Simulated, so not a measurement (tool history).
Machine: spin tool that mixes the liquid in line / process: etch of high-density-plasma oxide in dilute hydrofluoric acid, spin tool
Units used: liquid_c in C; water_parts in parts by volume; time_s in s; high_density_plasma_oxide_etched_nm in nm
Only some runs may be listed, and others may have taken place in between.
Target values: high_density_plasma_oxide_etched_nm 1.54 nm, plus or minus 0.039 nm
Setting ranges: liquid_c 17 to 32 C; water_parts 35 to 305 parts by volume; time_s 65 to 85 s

run	day	liquid_c	water_parts	time_s	high_density_plasma_oxide_etched_nm
1	0	24	170	85	2.5517
2	0.092	25.5	170	85	2.695
3	0.308	24.5	175	85	2.4953
4	0.433	23.5	180	85	2.2907
5	0.792	22.5	185	85	2.161
6	0.817	22.5	205	85	1.8969
7	1.071	21.5	205	85	1.8349
8	1.246	21	205	85	1.8418

Consider the 4 candidate settings below. Which is the only one whose results all fall within their allowed miss of target?
A	1.421	18.5	215	85	?
B	1.421	23.5	190	65	?
C	1.421	20.5	240	85	?
D	1.421	19.5	170	65	?

move	high_density_plasma_oxide_etched_nm
A	1.5559
B	1.6707
C	1.4695
D	1.6346
A: in spec on every target
B: moves toward the targets from the last run without getting all of them in spec
C: moves the result that the last run missed by most past its target, out the other side
D: moves toward the targets from the last run without getting all of them in spec
So the answer is move A, the one that meets all the targets.
